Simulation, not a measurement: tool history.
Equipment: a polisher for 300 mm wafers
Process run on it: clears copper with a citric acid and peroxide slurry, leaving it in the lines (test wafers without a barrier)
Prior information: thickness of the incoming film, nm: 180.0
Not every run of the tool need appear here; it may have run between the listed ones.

run  hour  flow of slurry (ml/min)  pressure of the wafer on the pad (psi)  speed of the pad under the wafer (m/s)  abrasive content of the slurry  overpolish time after the end point (s)  time until the end point was called (s)  dishing of a wide line in a test structure (Å)
  1   0.0                      295                                     2.6                                    0.98                             1.0                                       11                                   93.112                                          158.93
  2   5.3                      295                                     2.2                                    0.96                             1.0                                       13                                  112.290                                          154.31
  3  12.9                      295                                     2.2                                    0.96                             1.0                                       10                                  113.240                                          124.26
  4  17.1                      295                                     1.9                                    0.96                             1.0                                       12                                  131.040                                          127.96
  5  22.2                      355                                     1.9                                    0.96                             1.0                                       12                                  126.610                                          130.82
  6  24.6                      355                                     1.6                                    0.96                             1.0                                       12                                  151.680                                          111.87

Run 7 has not been measured yet. What should we expect?
  7  30.5                      355                                     1.5                                    0.96                             1.0                                       14                                        ?                                               ?

{"run 7": {"time until the end point was called (s)": 161.19, "dishing of a wide line in a test structure (Å)": 120.41}}

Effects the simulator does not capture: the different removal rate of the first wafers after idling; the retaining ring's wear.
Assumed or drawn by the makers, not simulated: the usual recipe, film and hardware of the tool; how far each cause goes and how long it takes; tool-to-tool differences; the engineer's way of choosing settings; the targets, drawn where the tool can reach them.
